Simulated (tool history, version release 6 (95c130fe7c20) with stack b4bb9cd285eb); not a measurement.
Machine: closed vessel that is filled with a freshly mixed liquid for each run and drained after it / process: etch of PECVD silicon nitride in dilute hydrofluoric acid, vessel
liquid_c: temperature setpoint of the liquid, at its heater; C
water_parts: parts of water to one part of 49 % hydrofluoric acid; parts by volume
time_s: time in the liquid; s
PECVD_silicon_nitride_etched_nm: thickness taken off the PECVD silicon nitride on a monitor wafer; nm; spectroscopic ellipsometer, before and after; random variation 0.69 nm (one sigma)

| run | hour | liquid_c | water_parts | time_s | PECVD_silicon_nitride_etched_nm |
|---|---|---|---|---|---|
| 1 | 0.0 | 21.0 | 275 | 2805 | 27.208 |
| 2 | 1.5 | 22.5 | 235 | 2810 | 35.553 |
| 3 | 4.6 | 24.0 | 205 | 2810 | 43.747 |
| 4 | 12.8 | 24.0 | 205 | 2805 | 43.836 |
| 5 | 17.0 | 24.0 | 270 | 2805 | 33.872 |
| 6 | 23.6 | 20.5 | 270 | 2805 | 26.953 |
| 7 | 30.0 | 22.0 | 235 | 2810 | 33.658 |
| 8 | 38.1 | 23.5 | 205 | 2810 | 43.537 |
| 9 | 45.0 | 24.5 | 185 | 2810 | 50.475 |

Forecast run 10:
| 10 | 47.4 | 25.5 | 170 | 2810 | ? |

{"run 10": {"PECVD_silicon_nitride_etched_nm": 59.142}}
